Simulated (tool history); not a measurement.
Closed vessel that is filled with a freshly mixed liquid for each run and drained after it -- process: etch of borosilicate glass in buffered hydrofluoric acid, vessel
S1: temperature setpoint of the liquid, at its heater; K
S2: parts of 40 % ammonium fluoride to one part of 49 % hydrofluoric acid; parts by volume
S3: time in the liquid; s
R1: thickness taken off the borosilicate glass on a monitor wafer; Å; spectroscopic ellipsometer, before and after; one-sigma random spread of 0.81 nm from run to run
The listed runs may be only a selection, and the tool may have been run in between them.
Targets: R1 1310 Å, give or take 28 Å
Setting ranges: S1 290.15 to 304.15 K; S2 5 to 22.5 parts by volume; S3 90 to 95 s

run  hour      S1    S2  S3      R1
  1     0  296.15  13.5  90  710.77
  2   5.6  298.15  13.5  90  786.79
  3  10.2  298.15    17  90  628.39
  4  14.6  300.15    15  90  792.65
  5  16.2  301.65  13.5  90  951.65
  6  23.8  302.65  12.5  90  1080.8
  7    30  303.15    12  90  1149.4
  8  36.7  303.65  11.5  90  1251.2
  9    43  303.65  11.5  90  1240.7
     47.2  -- hydrofluoric acid flow meter replaced
 10  47.2  304.15  11.5  90  1397.9

Which of these 4 next moves meets every target?
  A  51.4  302.15    11  90   ?
  B  51.4  303.65  11.5  90   ?
  C  51.4  304.15  12.5  95   ?
  D  51.4  303.65  10.5  90   ?

move      R1
   A  1324.2
   B  1369.9
   C  1366.8
   D    1498
A: hits every target within its allowed miss
B: nearer than the last run, and not there yet
C: nearer than the last run, and not there yet
D: its largest miss is bigger than the last run's
Go with A: it meets all targets.

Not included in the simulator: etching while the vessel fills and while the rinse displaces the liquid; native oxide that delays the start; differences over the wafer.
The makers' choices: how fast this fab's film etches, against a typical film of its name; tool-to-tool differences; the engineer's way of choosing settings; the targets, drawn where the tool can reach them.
